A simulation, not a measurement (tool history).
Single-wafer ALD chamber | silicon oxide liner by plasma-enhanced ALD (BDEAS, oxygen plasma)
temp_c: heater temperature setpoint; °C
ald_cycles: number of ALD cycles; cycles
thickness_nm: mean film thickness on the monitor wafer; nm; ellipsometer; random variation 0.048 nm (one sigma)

{"run": 1, "hour": 0.0, "temp_c": 320, "ald_cycles": 75, "thickness_nm": 7.3065}
{"run": 2, "hour": 7.6, "temp_c": 320, "ald_cycles": 77, "thickness_nm": 7.4855}
{"run": 3, "hour": 9.9, "temp_c": 324, "ald_cycles": 77, "thickness_nm": 7.3616}
{"run": 4, "hour": 12.0, "temp_c": 317, "ald_cycles": 77, "thickness_nm": 7.4908}
{"run": 5, "hour": 19.5, "temp_c": 317, "ald_cycles": 81, "thickness_nm": 7.8805}
{"run": 6, "hour": 26.7, "temp_c": 317, "ald_cycles": 83, "thickness_nm": 8.1307}
{"run": 7, "hour": 32.5, "temp_c": 317, "ald_cycles": 84, "thickness_nm": 8.2232}

Run 8 comes next. What will it give?
{"run": 8, "hour": 39.5, "temp_c": 317, "ald_cycles": 85, "thickness_nm": "?"}

{"run 8": {"thickness_nm": 8.2903}}
